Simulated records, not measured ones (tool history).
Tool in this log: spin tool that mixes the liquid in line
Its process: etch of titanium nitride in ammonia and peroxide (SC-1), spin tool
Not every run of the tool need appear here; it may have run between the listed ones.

run    day  temperature setpoint of the liquid (C)  parts of water to one part of 30 % peroxide (parts by volume)  parts of 29 % ammonia solution to one part of 30 % peroxide (parts by volume)  time under the liquid (s)  thickness taken off the titanium nitride on a monitor wafer (angstrom)
  1  0.000                                    60.0                                                           25.5                                                                           0.85                        115                                                                  76.680
  2  0.304                                    60.0                                                           25.5                                                                           0.60                        115                                                                  72.210
  3  0.633                                    60.0                                                           25.5                                                                           0.85                        115                                                                  75.831
  4  0.850                                    64.0                                                           25.5                                                                           0.85                        115                                                                  98.797
  5  0.912                                    64.0                                                           19.5                                                                           0.85                        115                                                                 114.980
  6  1.042                                    64.0                                                           12.0                                                                           0.85                        115                                                                 148.830
  7  1.208                                    61.0                                                           12.0                                                                           0.85                        115                                                                 123.210
  8  1.458                                    58.5                                                           12.0                                                                           0.85                        115                                                                 103.330
  9  1.783                                    57.0                                                           12.0                                                                           0.85                        115                                                                  93.432
     2.058  -- ammonia flow meter replaced
 10  2.058                                    55.5                                                           12.0                                                                           0.85                        115                                                                  84.344

Estimate the outcome of run 11 from the log above:
 11  2.200                                    54.5                                                           12.0                                                                           0.85                        115                                                                       ?

Run 11 came out at thickness taken off the titanium nitride on a monitor wafer (angstrom) 78.343.

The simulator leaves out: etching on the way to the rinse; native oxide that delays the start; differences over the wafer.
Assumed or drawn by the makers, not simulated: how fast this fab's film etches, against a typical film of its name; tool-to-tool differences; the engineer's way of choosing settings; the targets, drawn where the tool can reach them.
